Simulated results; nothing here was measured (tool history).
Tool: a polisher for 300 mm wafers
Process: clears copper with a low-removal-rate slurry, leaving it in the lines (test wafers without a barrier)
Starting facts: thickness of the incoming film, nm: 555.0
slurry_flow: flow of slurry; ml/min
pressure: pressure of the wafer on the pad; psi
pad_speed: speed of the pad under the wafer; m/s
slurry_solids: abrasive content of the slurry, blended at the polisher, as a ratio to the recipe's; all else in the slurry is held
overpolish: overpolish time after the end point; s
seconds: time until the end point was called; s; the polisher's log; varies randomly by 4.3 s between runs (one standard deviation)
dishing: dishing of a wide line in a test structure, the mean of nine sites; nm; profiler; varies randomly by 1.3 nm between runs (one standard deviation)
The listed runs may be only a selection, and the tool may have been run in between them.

run  hour  slurry_flow  pressure  pad_speed  slurry_solids  overpolish  seconds  dishing
  1     0          165       3.3        1.4              1          27   120.42   69.301
  2   1.8          130       3.3        1.4              1          27   125.68   66.658
  3   6.8          130       3.3       1.28              1          27   136.11   63.091
  4   9.5          130       2.7       1.26              1          31   161.53   61.493
  5  12.9          130       2.3        1.2              1          33   188.16   56.987
  6  21.3          130       2.1       1.18              1          35   203.97   54.033

Run 7, settings as shown, results not yet in. Your forecast:
  7  27.7          130       1.9       1.16              1          38        ?        ?

seconds: 221.99 s
dishing: 55.751 nm
